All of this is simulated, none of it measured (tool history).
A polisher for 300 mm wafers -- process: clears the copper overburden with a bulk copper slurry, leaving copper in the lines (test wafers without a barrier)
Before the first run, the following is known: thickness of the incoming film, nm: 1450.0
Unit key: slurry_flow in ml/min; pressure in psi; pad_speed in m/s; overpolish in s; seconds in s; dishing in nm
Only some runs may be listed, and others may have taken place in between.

| run | hour | slurry_flow | pressure | pad_speed | slurry_solids | overpolish | seconds | dishing |
|---|---|---|---|---|---|---|---|---|
| 1 | 0.0 | 140 | 3.3 | 0.92 | 1.0 | 11 | 140.35 | 64.405 |
| 2 | 8.4 | 140 | 3.8 | 0.92 | 1.0 | 11 | 121.67 | 70.794 |
| 3 | 16.7 | 135 | 3.2 | 0.92 | 1.0 | 12 | 145.90 | 65.702 |
| 4 | 17.4 | 130 | 2.8 | 0.92 | 1.0 | 13 | 160.22 | 60.844 |
| 5 | 20.2 | 100 | 2.8 | 0.92 | 1.0 | 13 | 171.69 | 58.728 |
| 6 | 25.4 | 85 | 2.8 | 0.92 | 1.0 | 13 | 178.62 | 58.846 |

The next listed run, before its measurement:
| 7 | 30.8 | 85 | 2.6 | 0.92 | 1.0 | 14 | ? | ? |

Run 7 produced seconds 191.24 s, dishing 58.396 nm.

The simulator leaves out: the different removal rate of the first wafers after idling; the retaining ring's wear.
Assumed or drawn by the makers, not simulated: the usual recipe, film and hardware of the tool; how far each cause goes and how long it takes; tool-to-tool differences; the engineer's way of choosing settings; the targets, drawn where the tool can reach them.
